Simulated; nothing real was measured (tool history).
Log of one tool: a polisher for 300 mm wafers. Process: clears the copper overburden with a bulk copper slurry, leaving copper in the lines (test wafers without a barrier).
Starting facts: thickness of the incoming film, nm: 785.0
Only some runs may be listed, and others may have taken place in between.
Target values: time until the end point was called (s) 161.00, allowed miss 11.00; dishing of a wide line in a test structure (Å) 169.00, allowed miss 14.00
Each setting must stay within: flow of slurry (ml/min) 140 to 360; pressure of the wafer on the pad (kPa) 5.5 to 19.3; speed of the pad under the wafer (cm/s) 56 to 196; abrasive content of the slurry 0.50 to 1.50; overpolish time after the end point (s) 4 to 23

run,hour,flow of slurry (ml/min),pressure of the wafer on the pad (kPa),speed of the pad under the wafer (cm/s),abrasive content of the slurry,overpolish time after the end point (s),time until the end point was called (s),dishing of a wide line in a test structure (Å)
1,0.0,230,12.4,126,1.00,12,103.97,496.09
2,5.5,230,12.4,96,1.00,12,129.00,421.04
3,12.1,240,11.0,98,1.05,11,139.01,368.96
4,14.9,240,12.4,98,1.05,11,124.37,392.37
5,23.8,240,10.3,98,1.05,11,140.63,344.56
6,26.7,245,9.7,98,1.10,10,151.98,302.01
7,35.0,245,9.7,98,1.10,10,152.02,322.11
8,38.5,265,9.7,98,1.00,9,153.73,274.35
9,41.8,275,9.7,98,0.95,8,156.72,256.34
10,42.6,290,9.7,100,0.90,7,153.91,228.45
11,47.6,315,9.0,102,0.75,4,164.65,138.94

4 next moves are on the table. One of them brings every result within its allowed miss. Which?
A,52.6,275,7.6,132,0.70,5,?,?
B,52.6,360,8.3,110,0.85,6,?,?
C,52.6,345,6.9,122,0.50,6,?,?
D,52.6,320,10.3,64,0.90,6,?,?

move,time until the end point was called (s),dishing of a wide line in a test structure (Å)
A,163.52,166.43
B,166.10,193.29
C,194.44,167.12
D,201.19,164.66
A: hits every target within its allowed miss
B: the result that was furthest off in the last run now lies on the other side of its target
C: the furthest-off result lands on target, but another misses its tolerance
D: the furthest-off result lands on target, but another misses its tolerance
A meets every target.

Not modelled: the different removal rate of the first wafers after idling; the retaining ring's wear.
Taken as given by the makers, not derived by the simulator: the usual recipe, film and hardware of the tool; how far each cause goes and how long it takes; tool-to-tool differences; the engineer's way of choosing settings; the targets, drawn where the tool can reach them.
